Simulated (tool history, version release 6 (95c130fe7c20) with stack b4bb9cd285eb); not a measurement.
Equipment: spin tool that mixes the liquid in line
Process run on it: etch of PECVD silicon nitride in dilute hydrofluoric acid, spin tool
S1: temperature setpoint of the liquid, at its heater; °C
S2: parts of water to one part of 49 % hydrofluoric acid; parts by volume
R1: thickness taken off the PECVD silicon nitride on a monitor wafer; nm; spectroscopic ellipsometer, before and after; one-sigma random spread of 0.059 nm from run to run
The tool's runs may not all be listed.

{"run": 1, "day": 0.0, "S1": 23.0, "S2": 140, "time under the liquid (s)": 300, "R1": 4.2368}
{"run": 2, "day": 0.142, "S1": 23.0, "S2": 140, "time under the liquid (s)": 300, "R1": 4.2238}
{"run": 3, "day": 0.229, "S1": 23.0, "S2": 175, "time under the liquid (s)": 300, "R1": 3.4183}
{"run": 4, "day": 0.446, "S1": 23.0, "S2": 175, "time under the liquid (s)": 300, "R1": 3.3635}
{"run": 5, "day": 0.679, "S1": 23.0, "S2": 175, "time under the liquid (s)": 320, "R1": 3.6867}
{"run": 6, "day": 0.804, "S1": 23.5, "S2": 175, "time under the liquid (s)": 320, "R1": 3.6932}

Forecast run 7:
{"run": 7, "day": 0.871, "S1": 24.5, "S2": 175, "time under the liquid (s)": 320, "R1": "?"}

R1: 3.9266 nm
